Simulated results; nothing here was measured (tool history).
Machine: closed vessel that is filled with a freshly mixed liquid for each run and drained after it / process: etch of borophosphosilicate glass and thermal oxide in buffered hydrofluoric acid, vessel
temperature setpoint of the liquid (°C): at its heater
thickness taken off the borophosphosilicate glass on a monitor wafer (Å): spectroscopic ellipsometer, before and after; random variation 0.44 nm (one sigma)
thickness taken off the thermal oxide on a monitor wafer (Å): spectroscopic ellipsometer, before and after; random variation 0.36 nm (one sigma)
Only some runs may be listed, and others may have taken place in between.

| run | hour | temperature setpoint of the liquid (°C) | parts of 40 % ammonium fluoride to one part of 49 % hydrofluoric acid (parts by volume) | time in the liquid (s) | thickness taken off the borophosphosilicate glass on a monitor wafer (Å) | thickness taken off the thermal oxide on a monitor wafer (Å) |
|---|---|---|---|---|---|---|
| 1 | 0.0 | 23.0 | 14.5 | 60 | 727.85 | 445.15 |
| 2 | 2.2 | 24.5 | 14.5 | 60 | 796.18 | 481.37 |
| 3 | 9.4 | 21.5 | 14.5 | 60 | 667.81 | 409.19 |
| 4 | 18.2 | 25.0 | 14.5 | 60 | 810.93 | 499.71 |
| 5 | 18.9 | 28.0 | 14.5 | 60 | 949.09 | 588.09 |
| 6 | 26.6 | 28.0 | 11.5 | 60 | 1182.00 | 733.33 |

Expected results for the next run?
| 7 | 30.8 | 27.0 | 11.5 | 60 | ? | ? |

thickness taken off the borophosphosilicate glass on a monitor wafer (Å): 1137.10
thickness taken off the thermal oxide on a monitor wafer (Å): 688.45
